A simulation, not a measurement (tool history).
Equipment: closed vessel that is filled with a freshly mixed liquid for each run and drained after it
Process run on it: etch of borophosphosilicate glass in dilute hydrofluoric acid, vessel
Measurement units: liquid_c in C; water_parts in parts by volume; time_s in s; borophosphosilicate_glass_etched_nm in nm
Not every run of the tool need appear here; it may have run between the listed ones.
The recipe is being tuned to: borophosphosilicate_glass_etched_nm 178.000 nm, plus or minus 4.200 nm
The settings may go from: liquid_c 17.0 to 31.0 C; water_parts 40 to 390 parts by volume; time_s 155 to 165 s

run  hour  liquid_c  water_parts  time_s  borophosphosilicate_glass_etched_nm
  1   0.0      23.0          215     155                               38.582
  2   9.2      23.0          290     155                               26.383
  3  10.8      24.5          240     155                               35.710
  4  11.9      26.0          200     155                               47.431
  5  16.5      23.0          200     155                               42.299
  6  18.2      20.0          200     155                               37.745
  7  21.9      22.0          170     155                               48.588
  8  29.5      24.0          145     155                               64.832
  9  34.6      25.5          125     155                               80.735
 10  38.9      25.5          125     155                               81.020
 11  42.7      26.5          110     155                               97.707
 12  48.5      27.5          100     155                              112.190
 13  51.2      31.0           45     155                              308.390
 14  56.7      30.0           45     155                              294.400
 15  60.0      29.0           45     155                              290.130
 16  63.1      27.5           45     155                              270.240
 17  65.8      23.5           50     155                              203.620
 18  66.9      22.5           50     155                              195.270
 19  73.4      22.0           50     155                              192.550
 20  74.5      21.5           50     155                              191.270
 21  82.3      21.0           50     155                              185.350

Next run, 5 choices. One meets every target within its allowed miss, the rest don't. Which?
  A  90.1      20.5           55     160                                    ?
  B  90.1      18.5           50     155                                    ?
  C  90.1      21.5           60     165                                    ?
  D  90.1      21.0           55     165                                    ?
  E  90.1      20.0           55     160                                    ?

move  borophosphosilicate_glass_etched_nm
   A                              169.430
   B                              166.800
   C                              166.010
   D                              178.440
   E                              165.890
A: pushes the last run's worst result past its target
B: pushes the last run's worst result past its target
C: pushes the last run's worst result past its target
D: all results land within tolerance of their targets
E: pushes the last run's worst result past its target
Answer: D

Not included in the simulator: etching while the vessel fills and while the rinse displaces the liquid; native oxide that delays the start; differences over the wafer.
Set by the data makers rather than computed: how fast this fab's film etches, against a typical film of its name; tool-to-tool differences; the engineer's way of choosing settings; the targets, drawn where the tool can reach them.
